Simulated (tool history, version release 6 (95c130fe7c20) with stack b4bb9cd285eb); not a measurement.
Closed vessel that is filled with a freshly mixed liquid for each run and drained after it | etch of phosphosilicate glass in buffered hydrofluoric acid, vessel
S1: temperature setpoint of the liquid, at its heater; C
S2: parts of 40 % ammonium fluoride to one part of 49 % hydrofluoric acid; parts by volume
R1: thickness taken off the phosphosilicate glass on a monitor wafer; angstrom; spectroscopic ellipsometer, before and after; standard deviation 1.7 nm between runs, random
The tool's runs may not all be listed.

{"run": 1, "hour": 0.0, "S1": 20, "S2": 8.5, "time in the liquid (s)": 105, "R1": 6232.6}
{"run": 2, "hour": 7.2, "S1": 19, "S2": 8.5, "time in the liquid (s)": 105, "R1": 5836.4}
{"run": 3, "hour": 12.4, "S1": 21, "S2": 8.5, "time in the liquid (s)": 105, "R1": 6565.6}
{"run": 4, "hour": 20.1, "S1": 19.5, "S2": 8.5, "time in the liquid (s)": 105, "R1": 6021.9}
{"run": 5, "hour": 29.2, "S1": 18.5, "S2": 8.5, "time in the liquid (s)": 105, "R1": 5686.9}
{"run": 6, "hour": 34.4, "S1": 21, "S2": 8.5, "time in the liquid (s)": 105, "R1": 6590.9}

Run 7 has not been measured yet. What should we expect?
{"run": 7, "hour": 43.0, "S1": 19.5, "S2": 8.5, "time in the liquid (s)": 105, "R1": "?"}

R1: 6043.3 angstrom

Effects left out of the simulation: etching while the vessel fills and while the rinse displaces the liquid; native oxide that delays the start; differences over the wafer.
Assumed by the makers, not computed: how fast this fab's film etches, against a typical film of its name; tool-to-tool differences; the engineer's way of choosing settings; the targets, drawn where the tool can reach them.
